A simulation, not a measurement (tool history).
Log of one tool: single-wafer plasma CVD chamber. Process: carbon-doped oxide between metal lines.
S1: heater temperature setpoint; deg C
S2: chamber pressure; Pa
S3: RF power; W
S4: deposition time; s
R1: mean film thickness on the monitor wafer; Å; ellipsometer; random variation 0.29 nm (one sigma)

run  hour   S1   S2   S3    S4      R1
  1     0  345  588  480  10.8  545.35
  2   3.2  345  588  480  10.8  544.55
  3  11.7  343  608  485  10.8  558.17
  4  15.8  343  608  485  10.3  528.87
     19.2  -- capacitance manometer re-zeroed and calibrated
  5  19.2  343  608  525  10.3  554.29
  6  26.8  342  625  530  10.3  565.51

The next listed run, before its measurement:
  7  31.9  341  640  535  10.3   ?

{"run 7": {"R1": 566.74}}
